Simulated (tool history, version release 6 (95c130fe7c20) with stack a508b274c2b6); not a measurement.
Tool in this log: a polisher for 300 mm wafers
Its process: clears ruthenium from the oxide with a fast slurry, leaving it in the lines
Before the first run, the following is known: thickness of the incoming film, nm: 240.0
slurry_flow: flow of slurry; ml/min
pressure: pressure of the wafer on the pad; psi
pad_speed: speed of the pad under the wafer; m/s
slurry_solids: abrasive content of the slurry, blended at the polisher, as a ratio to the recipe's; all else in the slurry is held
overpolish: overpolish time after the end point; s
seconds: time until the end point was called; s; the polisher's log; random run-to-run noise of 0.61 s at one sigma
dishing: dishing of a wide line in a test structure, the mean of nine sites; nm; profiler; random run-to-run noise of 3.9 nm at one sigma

| run | hour | slurry_flow | pressure | pad_speed | slurry_solids | overpolish | seconds | dishing |
|---|---|---|---|---|---|---|---|---|
| 1 | 0.0 | 150 | 3.2 | 1.12 | 1.0 | 29 | 50.761 | 110.05 |
| 2 | 7.2 | 150 | 3.5 | 1.14 | 1.0 | 31 | 46.861 | 119.67 |
| 3 | 13.7 | 150 | 3.5 | 1.14 | 1.0 | 40 | 47.541 | 141.88 |
| 4 | 16.2 | 150 | 3.8 | 1.16 | 1.0 | 41 | 41.770 | 149.92 |
| 5 | 18.3 | 150 | 3.8 | 1.16 | 1.0 | 35 | 43.042 | 140.50 |
| 6 | 23.8 | 150 | 4.0 | 1.18 | 1.0 | 36 | 40.171 | 141.94 |

Estimate the outcome of run 7 from the log above:
| 7 | 31.3 | 150 | 4.1 | 1.20 | 1.0 | 38 | ? | ? |

{"run 7": {"seconds": 40.185, "dishing": 156.39}}
